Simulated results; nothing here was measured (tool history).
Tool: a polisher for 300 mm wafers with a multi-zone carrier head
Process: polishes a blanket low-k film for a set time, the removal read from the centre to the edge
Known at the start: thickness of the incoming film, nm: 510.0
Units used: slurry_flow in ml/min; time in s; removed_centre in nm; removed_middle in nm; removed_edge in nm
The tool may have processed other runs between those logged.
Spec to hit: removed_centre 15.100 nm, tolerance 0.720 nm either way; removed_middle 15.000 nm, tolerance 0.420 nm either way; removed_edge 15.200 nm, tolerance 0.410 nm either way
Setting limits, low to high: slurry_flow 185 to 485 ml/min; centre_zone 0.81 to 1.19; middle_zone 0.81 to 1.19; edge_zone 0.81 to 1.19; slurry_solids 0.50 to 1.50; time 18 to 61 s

run,hour,slurry_flow,centre_zone,middle_zone,edge_zone,slurry_solids,time,removed_centre,removed_middle,removed_edge
1,0.0,310,1.00,1.00,1.00,1.00,39,11.813,12.086,12.029
2,0.6,315,1.01,1.01,1.02,1.05,39,12.342,12.224,12.464
3,8.1,315,1.01,0.95,1.02,1.05,39,12.458,11.986,12.363
4,13.6,320,1.02,0.98,1.03,1.10,39,12.465,12.534,12.632
5,14.8,320,1.02,0.98,1.03,1.15,39,13.096,12.444,12.946
6,16.6,320,1.02,0.98,1.03,1.15,44,14.622,14.200,14.471
7,21.6,325,1.02,0.99,1.04,1.15,44,14.667,14.243,14.591
8,25.9,330,1.02,1.00,1.04,1.15,44,14.803,14.432,14.431
# hour 27.8: worn pad replaced by a new one
9,27.8,330,1.02,1.00,1.05,1.15,44,15.874,15.576,16.132
10,30.5,325,1.02,1.00,1.05,1.15,44,16.561,15.743,16.012
11,35.3,335,1.02,1.00,1.05,1.15,44,16.022,15.511,15.999

Pick the move, out of 4, that brings all results within their allowed miss; only one does.
A,40.1,360,1.04,0.95,1.12,1.25,39,?,?,?
B,40.1,330,0.98,0.95,1.13,0.95,46,?,?,?
C,40.1,310,0.97,1.03,0.83,1.15,47,?,?,?
D,40.1,280,1.00,0.98,1.01,1.10,44,?,?,?

move,removed_centre,removed_middle,removed_edge
A,15.000,14.291,15.042
B,14.979,15.167,16.058
C,16.144,17.150,15.145
D,15.172,15.289,15.156
A: brings the last run's worst result on target, with another outside its allowed miss
B: further off than the last run
C: brings the last run's worst result on target, with another outside its allowed miss
D: every result within its allowed miss
Correct choice: D, which meets every target

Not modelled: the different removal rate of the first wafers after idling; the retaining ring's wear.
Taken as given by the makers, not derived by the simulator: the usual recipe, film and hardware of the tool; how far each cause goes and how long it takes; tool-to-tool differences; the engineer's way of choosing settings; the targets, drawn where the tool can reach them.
